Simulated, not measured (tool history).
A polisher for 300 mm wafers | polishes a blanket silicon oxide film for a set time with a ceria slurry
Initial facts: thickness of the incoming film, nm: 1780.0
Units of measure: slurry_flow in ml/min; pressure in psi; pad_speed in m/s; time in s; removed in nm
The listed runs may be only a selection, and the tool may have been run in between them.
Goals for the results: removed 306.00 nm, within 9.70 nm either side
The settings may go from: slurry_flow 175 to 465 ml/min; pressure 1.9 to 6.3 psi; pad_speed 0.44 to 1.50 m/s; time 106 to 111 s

run  hour  slurry_flow  pressure  pad_speed  time  removed
  1   0.0          295       4.1       0.96   106   530.34
  2   6.5          295       4.1       1.18   106   665.81
  3  11.0          290       3.4       1.10   106   501.43
  4  14.5          290       2.4       1.10   106   363.71
  5  22.2          290       3.3       1.10   106   492.84
  6  30.8          290       2.8       1.08   106   416.38
  7  32.8          290       2.5       1.06   106   369.46
     40.5  -- worn pad replaced by a new one
  8  40.5          290       2.3       1.06   106   362.35
  9  46.4          285       2.2       1.04   106   345.06
 10  52.9          285       2.1       1.02   106   322.02
 11  53.6          285       1.9       1.02   106   294.98

Below are 4 possible settings for the next run. Only one of them brings all results inside the allowed miss of their targets. Which is it?
  A  54.3          325       2.1       1.00   111        ?
  B  54.3          370       2.3       0.88   111        ?
  C  54.3          270       2.1       0.92   111        ?
  D  54.3          175       2.4       1.00   106        ?

move  removed
   A   331.58
   B   322.69
   C   300.24
   D   331.25
A: carries the result that was furthest off beyond its target, to the other side
B: carries the result that was furthest off beyond its target, to the other side
C: all results land within tolerance of their targets
D: carries the result that was furthest off beyond its target, to the other side
So the answer is move C, the one that meets all the targets.

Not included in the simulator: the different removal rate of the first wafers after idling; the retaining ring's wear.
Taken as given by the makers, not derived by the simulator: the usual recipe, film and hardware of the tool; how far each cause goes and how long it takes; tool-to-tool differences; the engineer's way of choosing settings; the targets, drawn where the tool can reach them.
